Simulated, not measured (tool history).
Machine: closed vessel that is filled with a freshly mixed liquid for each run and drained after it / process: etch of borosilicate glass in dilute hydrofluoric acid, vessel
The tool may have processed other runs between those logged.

run  hour  temperature setpoint of the liquid (K)  parts of water to one part of 49 % hydrofluoric acid (parts by volume)  time in the liquid (s)  thickness taken off the borosilicate glass on a monitor wafer (Å)
  1     0                                  296.15                                                                     250                     265                                                             449.54
  2     5                                  296.15                                                                     250                     265                                                             450.83
  3  12.2                                  297.65                                                                     240                     265                                                             501.91
  4  14.3                                  297.65                                                                     240                     280                                                             519.99
  5  17.2                                  297.65                                                                     320                     280                                                             365.36
  6    22                                  297.65                                                                     320                     280                                                             361.84
  7  30.8                                  298.65                                                                     295                     280                                                             417.88
  8  35.7                                  299.65                                                                     270                     280                                                             485.15
  9  42.1                                  300.65                                                                     255                     280                                                             533.29
 10    44                                  304.15                                                                     180                     280                                                             947.12

Run 11, settings as shown, results not yet in. Your forecast:
 11  50.8                                  303.15                                                                     180                     280                                                                  ?

{"run 11": {"thickness taken off the borosilicate glass on a monitor wafer (Å)": 915.56}}
